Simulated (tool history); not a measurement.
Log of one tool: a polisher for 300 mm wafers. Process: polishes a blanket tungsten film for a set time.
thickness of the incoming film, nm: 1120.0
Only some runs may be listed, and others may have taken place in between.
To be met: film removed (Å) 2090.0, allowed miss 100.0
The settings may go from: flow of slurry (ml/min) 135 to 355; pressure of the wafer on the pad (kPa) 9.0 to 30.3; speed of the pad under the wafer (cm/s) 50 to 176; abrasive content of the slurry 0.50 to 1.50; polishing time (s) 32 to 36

run	hour	flow of slurry (ml/min)	pressure of the wafer on the pad (kPa)	speed of the pad under the wafer (cm/s)	abrasive content of the slurry	polishing time (s)	film removed (Å)
1	0.0	225	19.3	112	1.00	36	1449.3
2	2.0	225	20.7	112	1.00	36	1553.0
3	10.3	225	20.7	88	1.00	36	1290.4
4	15.8	195	20.7	88	1.00	36	1252.9
5	18.1	195	22.8	88	1.00	36	1384.2
6	24.5	200	24.1	88	1.00	36	1491.8
7	31.1	200	25.5	88	1.00	36	1539.2
8	36.0	200	26.2	90	1.00	36	1639.6
9	39.3	200	26.9	92	1.00	36	1689.0
10	43.0	200	27.6	94	1.00	36	1765.7
11	47.3	200	28.3	96	1.00	36	1852.5
12	49.1	200	29.0	96	1.00	36	1889.5
# hour 53.3: slurry blender recalibrated
13	53.3	200	29.0	96	1.00	36	1916.5

5 next moves are on the table. One of them brings every result within its allowed miss. Which?
A	57.5	180	29.0	104	1.00	34	?
B	57.5	215	29.6	94	1.15	33	?
C	57.5	210	27.6	92	0.80	35	?
D	57.5	175	28.3	90	1.10	34	?
E	57.5	235	29.6	104	0.90	36	?

move	film removed (Å)
A	1931.5
B	1842.3
C	1687.8
D	1705.1
E	2109.8
A: moves toward the targets from the last run without getting all of them in spec
B: further off than the last run
C: further off than the last run
D: further off than the last run
E: hits every target within its allowed miss
Go with E: it meets all targets.
